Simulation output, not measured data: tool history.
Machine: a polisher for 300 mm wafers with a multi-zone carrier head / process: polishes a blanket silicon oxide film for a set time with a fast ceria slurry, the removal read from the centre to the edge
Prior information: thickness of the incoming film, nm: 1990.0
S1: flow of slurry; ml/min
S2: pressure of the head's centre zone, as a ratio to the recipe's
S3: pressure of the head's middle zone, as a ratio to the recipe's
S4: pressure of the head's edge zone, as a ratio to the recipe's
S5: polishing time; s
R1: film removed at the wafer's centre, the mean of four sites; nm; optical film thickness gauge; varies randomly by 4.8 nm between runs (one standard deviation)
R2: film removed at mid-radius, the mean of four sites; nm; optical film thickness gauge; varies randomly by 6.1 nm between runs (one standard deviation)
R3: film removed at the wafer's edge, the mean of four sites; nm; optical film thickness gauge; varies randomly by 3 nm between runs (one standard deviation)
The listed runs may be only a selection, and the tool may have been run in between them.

run,day,S1,S2,S3,S4,S5,R1,R2,R3
1,0,310,1,1,1,61,502.51,523.05,501.8
2,0.188,310,1,1,1,66,546.85,565.84,535.67
3,0.333,350,1,1,1,66,542.95,573.02,538.75
4,0.608,350,1.02,1.01,0.95,65,552.05,562.88,524.18
5,0.929,350,1.02,1.01,0.95,56,478.3,477.3,449.1
6,1.146,350,1.02,1.01,0.95,63,546.36,543.08,505.61

The next listed run, before its measurement:
7,1.229,355,1.01,1.03,0.92,62,?,?,?

{"run 7": {"R1": 523.4, "R2": 539.77, "R3": 495.04}}
